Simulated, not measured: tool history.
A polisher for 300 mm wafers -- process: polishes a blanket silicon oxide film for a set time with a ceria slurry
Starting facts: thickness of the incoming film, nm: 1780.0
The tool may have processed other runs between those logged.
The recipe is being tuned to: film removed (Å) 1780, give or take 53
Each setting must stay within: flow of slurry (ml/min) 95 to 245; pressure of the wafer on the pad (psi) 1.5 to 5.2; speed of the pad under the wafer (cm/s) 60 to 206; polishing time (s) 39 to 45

run	hour	flow of slurry (ml/min)	pressure of the wafer on the pad (psi)	speed of the pad under the wafer (cm/s)	polishing time (s)	film removed (Å)
1	0	155	3.3	132	45	2719
2	0.9	195	3.3	132	45	2791.8
3	5.8	195	3.1	132	45	2627.2
4	11.8	195	2.9	132	45	2500.5
5	13.9	195	2.5	132	45	2132
6	15.6	190	2.4	132	45	2048
7	16.5	145	2	132	45	1648.6
8	23.6	150	2	132	45	1670.6
9	25.7	155	2	132	45	1688.9
10	32.4	165	2	132	45	1675.3
11	35.3	170	2	132	45	1709.3
12	41.3	180	2	132	45	1727
13	47.2	185	2	132	45	1704.6

5 candidate next runs follow, results not yet known. Just one meets every target within its allowed miss. Identify it.
A	53.1	175	1.9	148	45	?
B	53.1	200	2.2	120	42	?
C	53.1	150	2.4	124	40	?
D	53.1	220	1.5	188	41	?
E	53.1	220	2.1	128	41	?

move	film removed (Å)
A	1808.6
B	1668.8
C	1694.2
D	1666.4
E	1661.6
A: meets every target
B: moves away from the targets compared with the last run
C: moves away from the targets compared with the last run
D: moves away from the targets compared with the last run
E: moves away from the targets compared with the last run
A meets every target.
